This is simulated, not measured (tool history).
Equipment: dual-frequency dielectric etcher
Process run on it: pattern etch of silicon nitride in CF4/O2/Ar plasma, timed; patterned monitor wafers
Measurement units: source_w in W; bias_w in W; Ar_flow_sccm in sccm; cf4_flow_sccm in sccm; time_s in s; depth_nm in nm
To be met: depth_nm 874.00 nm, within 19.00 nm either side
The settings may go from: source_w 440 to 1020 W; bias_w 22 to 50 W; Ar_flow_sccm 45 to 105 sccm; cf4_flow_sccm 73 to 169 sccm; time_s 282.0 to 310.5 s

Run 1, hour 0.0: source_w 730 W, bias_w 36 W, Ar_flow_sccm 75 sccm, cf4_flow_sccm 121 sccm, time_s 310.5 s. Result: depth_nm 757.87 nm.
Run 2, hour 3.9: source_w 750 W, bias_w 36 W, Ar_flow_sccm 75 sccm, cf4_flow_sccm 121 sccm, time_s 310.5 s. Result: depth_nm 780.14 nm.
Run 3, hour 6.5: source_w 750 W, bias_w 36 W, Ar_flow_sccm 82 sccm, cf4_flow_sccm 121 sccm, time_s 310.5 s. Result: depth_nm 769.66 nm.
Run 4, hour 8.4: source_w 770 W, bias_w 36 W, Ar_flow_sccm 82 sccm, cf4_flow_sccm 121 sccm, time_s 310.5 s. Result: depth_nm 798.19 nm.
Run 5, hour 15.1: source_w 770 W, bias_w 36 W, Ar_flow_sccm 73 sccm, cf4_flow_sccm 121 sccm, time_s 310.5 s. Result: depth_nm 803.45 nm.
Run 6, hour 22.2: source_w 780 W, bias_w 36 W, Ar_flow_sccm 73 sccm, cf4_flow_sccm 121 sccm, time_s 310.5 s. Result: depth_nm 810.92 nm.
Run 7, hour 23.0: source_w 790 W, bias_w 36 W, Ar_flow_sccm 73 sccm, cf4_flow_sccm 121 sccm, time_s 310.5 s. Result: depth_nm 831.61 nm.
Run 8, hour 28.1: source_w 800 W, bias_w 36 W, Ar_flow_sccm 73 sccm, cf4_flow_sccm 121 sccm, time_s 310.5 s. Result: depth_nm 835.95 nm.
Run 9, hour 31.2: source_w 810 W, bias_w 36 W, Ar_flow_sccm 73 sccm, cf4_flow_sccm 121 sccm, time_s 310.5 s. Result: depth_nm 849.95 nm.

Which of these 4 next moves meets every target?
Run A, hour 34.3: source_w 820 W, bias_w 43 W, Ar_flow_sccm 77 sccm, cf4_flow_sccm 147 sccm, time_s 300.0 s. Result: depth_nm ?.
Run B, hour 34.3: source_w 890 W, bias_w 32 W, Ar_flow_sccm 71 sccm, cf4_flow_sccm 126 sccm, time_s 310.5 s. Result: depth_nm ?.
Run C, hour 34.3: source_w 830 W, bias_w 36 W, Ar_flow_sccm 78 sccm, cf4_flow_sccm 137 sccm, time_s 308.0 s. Result: depth_nm ?.
Run D, hour 34.3: source_w 850 W, bias_w 35 W, Ar_flow_sccm 76 sccm, cf4_flow_sccm 144 sccm, time_s 310.5 s. Result: depth_nm ?.

move  depth_nm
   A    909.92
   B    906.22
   C    873.05
   D    901.73
A: the result that was furthest off in the last run now lies on the other side of its target
B: the result that was furthest off in the last run now lies on the other side of its target
C: every result lands within tolerance
D: the result that was furthest off in the last run now lies on the other side of its target
The move that meets every target is C.
